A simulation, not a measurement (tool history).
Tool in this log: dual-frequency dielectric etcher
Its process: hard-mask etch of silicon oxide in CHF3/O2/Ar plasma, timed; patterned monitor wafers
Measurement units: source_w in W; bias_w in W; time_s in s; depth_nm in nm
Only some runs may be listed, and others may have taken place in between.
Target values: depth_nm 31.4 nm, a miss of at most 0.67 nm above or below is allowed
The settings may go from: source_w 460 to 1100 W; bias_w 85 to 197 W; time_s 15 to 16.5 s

run,day,source_w,bias_w,time_s,depth_nm
1,0,780,141,16.5,35.712
2,0.062,710,141,16.5,33.29
3,0.204,700,141,16.5,33.114
4,0.338,690,141,16.5,32.451
5,0.629,810,141,16.5,36.509
6,0.758,810,164,16.5,38.545
7,0.85,760,163,16.5,37.199
# day 0.95: bias power generator calibrated
8,0.95,760,163,16.5,37.567
9,1.029,720,162,16.5,36.312
10,1.05,680,161,16.5,34.987
11,1.246,650,160,16.5,33.701
12,1.504,540,157,16.5,28.942
13,1.858,620,158,16.5,32.25

Which single option among these 5 for the next run brings every result within its allowed miss of target? Just one does.
A,2.212,640,158,16.5,?
B,2.212,600,171,16.5,?
C,2.212,620,146,16.5,?
D,2.212,680,175,15,?
E,2.212,630,166,16.5,?

move,depth_nm
A,33.287
B,32.828
C,31.487
D,32.909
E,33.597
A: further off than the last run
B: further off than the last run
C: all results in spec
D: further off than the last run
E: further off than the last run
Answer: C
